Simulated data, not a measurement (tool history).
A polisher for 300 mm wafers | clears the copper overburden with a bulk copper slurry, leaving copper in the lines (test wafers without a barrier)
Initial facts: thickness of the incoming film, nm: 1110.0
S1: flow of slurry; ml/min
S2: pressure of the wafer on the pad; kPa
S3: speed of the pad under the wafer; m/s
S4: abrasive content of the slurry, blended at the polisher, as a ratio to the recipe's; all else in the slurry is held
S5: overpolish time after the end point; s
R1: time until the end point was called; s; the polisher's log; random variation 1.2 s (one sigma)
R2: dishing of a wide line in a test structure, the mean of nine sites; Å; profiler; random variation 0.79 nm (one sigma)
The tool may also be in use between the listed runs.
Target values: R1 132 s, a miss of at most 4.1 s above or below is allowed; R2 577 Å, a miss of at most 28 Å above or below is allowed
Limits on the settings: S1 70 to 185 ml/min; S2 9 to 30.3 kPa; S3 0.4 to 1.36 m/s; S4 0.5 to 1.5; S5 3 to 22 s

run	hour	S1	S2	S3	S4	S5	R1	R2
1	0	120	19.3	0.88	1	11	177.06	395.07
2	5.4	120	19.3	0.88	1	7	175.52	281.6
3	10	120	19.3	0.88	0.85	7	185.99	271.78
4	12.7	120	21.4	0.88	0.85	9	172.29	344.72
5	13.2	125	22.8	0.88	0.85	10	166.6	399.1
6	17.1	125	24.8	0.88	0.85	10	154.01	416.89
7	22	125	26.2	0.88	0.85	11	150.23	467.55
8	30.8	130	26.9	0.88	0.85	11	147.06	478.21

Which one of the following 5 next-run settings gets every result inside its allowed miss? There is exactly one.
A	39.6	115	29	0.7	0.9	9	?	?
B	39.6	105	26.2	1.02	1.1	10	?	?
C	39.6	140	26.2	1.02	0.75	13	?	?
D	39.6	150	26.9	0.9	0.85	15	?	?
E	39.6	130	28.3	1.02	0.8	11	?	?

move	R1	R2
A	168.77	348.27
B	120.63	496.23
C	129.35	573.02
D	137.23	609.38
E	121.37	533.05
A: misses by more than the last run did
B: carries the result that was furthest off beyond its target, to the other side
C: in spec on every target
D: closes in on the targets versus the last run, not all within tolerance yet
E: carries the result that was furthest off beyond its target, to the other side
So the answer is move C, the one that meets all the targets.

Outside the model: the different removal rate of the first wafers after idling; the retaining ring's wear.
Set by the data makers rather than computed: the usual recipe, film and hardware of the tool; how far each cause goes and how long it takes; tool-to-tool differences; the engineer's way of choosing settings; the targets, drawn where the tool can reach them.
